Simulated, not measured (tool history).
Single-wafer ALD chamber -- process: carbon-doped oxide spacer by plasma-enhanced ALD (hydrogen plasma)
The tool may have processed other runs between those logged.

| run | hour | heater temperature setpoint (K) | number of ALD cycles (cycles) | mean film thickness on the monitor wafer (Å) |
|---|---|---|---|---|
| 1 | 0.0 | 663.15 | 197 | 98.474 |
| 2 | 1.0 | 669.15 | 197 | 97.852 |
| 3 | 3.1 | 669.15 | 207 | 103.640 |
| 4 | 12.3 | 669.15 | 201 | 100.960 |
| 5 | 16.9 | 669.15 | 229 | 115.710 |
| 6 | 23.1 | 669.15 | 217 | 108.950 |
| 7 | 29.3 | 669.15 | 208 | 104.150 |
| 8 | 38.5 | 669.15 | 201 | 100.950 |
| 9 | 41.9 | 669.15 | 201 | 99.434 |

Run 10 is up next; what results do you expect?
| 10 | 48.4 | 669.15 | 197 | ? |

{"run 10": {"mean film thickness on the monitor wafer (Å)": 98.004}}
